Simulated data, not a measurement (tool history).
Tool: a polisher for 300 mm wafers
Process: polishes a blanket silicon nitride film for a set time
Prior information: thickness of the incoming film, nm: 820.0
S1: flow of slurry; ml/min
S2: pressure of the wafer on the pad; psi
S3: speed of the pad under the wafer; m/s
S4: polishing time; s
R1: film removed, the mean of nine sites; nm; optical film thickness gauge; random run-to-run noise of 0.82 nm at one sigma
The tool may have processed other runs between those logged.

{"run": 1, "hour": 0.0, "S1": 185, "S2": 4.3, "S3": 1.36, "S4": 87, "R1": 218.35}
{"run": 2, "hour": 4.0, "S1": 185, "S2": 4.3, "S3": 1.36, "S4": 87, "R1": 215.25}
{"run": 3, "hour": 9.6, "S1": 185, "S2": 4.3, "S3": 1.24, "S4": 87, "R1": 197.72}
{"run": 4, "hour": 12.1, "S1": 185, "S2": 4.3, "S3": 1.24, "S4": 87, "R1": 197.95}
{"run": 5, "hour": 12.7, "S1": 185, "S2": 4.9, "S3": 1.24, "S4": 87, "R1": 227.26}
{"run": 6, "hour": 20.5, "S1": 185, "S2": 4.0, "S3": 1.24, "S4": 87, "R1": 186.23}
{"run": 7, "hour": 23.3, "S1": 145, "S2": 2.8, "S3": 1.22, "S4": 87, "R1": 125.3}
{"run": 8, "hour": 27.6, "S1": 150, "S2": 2.8, "S3": 1.22, "S4": 87, "R1": 124.35}

Run 9, settings as shown, results not yet in. Your forecast:
{"run": 9, "hour": 30.0, "S1": 180, "S2": 3.1, "S3": 1.22, "S4": 87, "R1": "?"}

{"run 9": {"R1": 142.84}}

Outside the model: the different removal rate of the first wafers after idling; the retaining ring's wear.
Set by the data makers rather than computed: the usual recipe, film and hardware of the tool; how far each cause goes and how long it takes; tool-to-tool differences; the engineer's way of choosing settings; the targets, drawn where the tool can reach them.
